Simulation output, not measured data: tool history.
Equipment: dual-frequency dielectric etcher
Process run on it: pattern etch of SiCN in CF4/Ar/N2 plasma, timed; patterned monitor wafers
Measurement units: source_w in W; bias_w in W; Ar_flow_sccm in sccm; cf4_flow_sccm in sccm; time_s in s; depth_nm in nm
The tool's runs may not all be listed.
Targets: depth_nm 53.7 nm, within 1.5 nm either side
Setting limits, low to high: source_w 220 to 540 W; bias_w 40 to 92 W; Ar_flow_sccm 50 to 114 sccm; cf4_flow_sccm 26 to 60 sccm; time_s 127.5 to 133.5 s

run 1 hour=0 | source_w=380 bias_w=66 Ar_flow_sccm=82 cf4_flow_sccm=43 time_s=127.5 | depth_nm=93.027
run 2 hour=1.6 | source_w=380 bias_w=66 Ar_flow_sccm=96 cf4_flow_sccm=43 time_s=127.5 | depth_nm=91.965
run 3 hour=9.1 | source_w=380 bias_w=66 Ar_flow_sccm=91 cf4_flow_sccm=43 time_s=127.5 | depth_nm=92.828
run 4 hour=13.8 | source_w=330 bias_w=59 Ar_flow_sccm=93 cf4_flow_sccm=41 time_s=127.5 | depth_nm=76.13
run 5 hour=18.2 | source_w=330 bias_w=64 Ar_flow_sccm=93 cf4_flow_sccm=41 time_s=127.5 | depth_nm=78.004
run 6 hour=21.2 | source_w=330 bias_w=64 Ar_flow_sccm=93 cf4_flow_sccm=41 time_s=133.5 | depth_nm=82.041
run 7 hour=26.9 | source_w=300 bias_w=60 Ar_flow_sccm=95 cf4_flow_sccm=40 time_s=133 | depth_nm=72.116
run 8 hour=29.5 | source_w=280 bias_w=58 Ar_flow_sccm=96 cf4_flow_sccm=39 time_s=133 | depth_nm=66.074
run 9 hour=36.3 | source_w=220 bias_w=51 Ar_flow_sccm=99 cf4_flow_sccm=38 time_s=133 | depth_nm=48.013
run 10 hour=45.2 | source_w=230 bias_w=51 Ar_flow_sccm=99 cf4_flow_sccm=38 time_s=133 | depth_nm=49.562
run 11 hour=53.6 | source_w=240 bias_w=51 Ar_flow_sccm=99 cf4_flow_sccm=38 time_s=133 | depth_nm=51.766

Which single option among these 4 for the next run brings every result within its allowed miss of target? Just one does.
run A hour=62 | source_w=240 bias_w=56 Ar_flow_sccm=103 cf4_flow_sccm=33 time_s=127.5 | depth_nm=?
run B hour=62 | source_w=250 bias_w=56 Ar_flow_sccm=108 cf4_flow_sccm=33 time_s=129.5 | depth_nm=?
run C hour=62 | source_w=250 bias_w=42 Ar_flow_sccm=94 cf4_flow_sccm=39 time_s=132 | depth_nm=?
run D hour=62 | source_w=230 bias_w=52 Ar_flow_sccm=114 cf4_flow_sccm=39 time_s=133.5 | depth_nm=?

move=A depth_nm=50.499
move=B depth_nm=52.961
move=C depth_nm=48.542
move=D depth_nm=49.311
A: moves away from the targets compared with the last run
B: all results in spec
C: moves away from the targets compared with the last run
D: moves away from the targets compared with the last run
So the answer is move B, the one that meets all the targets.

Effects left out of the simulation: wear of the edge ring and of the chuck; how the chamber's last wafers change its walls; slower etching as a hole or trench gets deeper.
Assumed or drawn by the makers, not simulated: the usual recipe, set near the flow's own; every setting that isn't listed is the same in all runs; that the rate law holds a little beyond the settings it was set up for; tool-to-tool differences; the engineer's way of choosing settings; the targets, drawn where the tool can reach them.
